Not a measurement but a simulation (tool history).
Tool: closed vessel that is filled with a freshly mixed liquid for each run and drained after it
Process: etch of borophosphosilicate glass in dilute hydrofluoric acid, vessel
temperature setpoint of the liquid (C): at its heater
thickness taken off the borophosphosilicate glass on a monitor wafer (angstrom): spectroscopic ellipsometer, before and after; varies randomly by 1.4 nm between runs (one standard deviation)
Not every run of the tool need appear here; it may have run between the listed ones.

run  hour  temperature setpoint of the liquid (C)  parts of water to one part of 49 % hydrofluoric acid (parts by volume)  time in the liquid (s)  thickness taken off the borophosphosilicate glass on a monitor wafer (angstrom)
  1   0.0                                    23.0                                                                      95                     130                                                                           517.89
  2   5.1                                    23.0                                                                      70                     130                                                                           716.61
  3  10.4                                    21.5                                                                      70                     130                                                                           678.27
  4  11.3                                    23.5                                                                      60                     130                                                                           870.26
  5  14.7                                    21.0                                                                      60                     130                                                                           789.19
  6  21.6                                    23.0                                                                      50                     130                                                                          1032.40
  7  30.8                                    25.0                                                                      50                     130                                                                          1105.40
  8  35.1                                    26.5                                                                      45                     130                                                                          1347.90
  9  36.9                                    27.5                                                                      45                     130                                                                          1402.10
 10  43.8                                    28.5                                                                      45                     130                                                                          1453.80

Run 11, settings as shown, results not yet in. Your forecast:
 11  52.4                                    29.0                                                                      45                     130                                                                                ?

{"run 11": {"thickness taken off the borophosphosilicate glass on a monitor wafer (angstrom)": 1506.4}}

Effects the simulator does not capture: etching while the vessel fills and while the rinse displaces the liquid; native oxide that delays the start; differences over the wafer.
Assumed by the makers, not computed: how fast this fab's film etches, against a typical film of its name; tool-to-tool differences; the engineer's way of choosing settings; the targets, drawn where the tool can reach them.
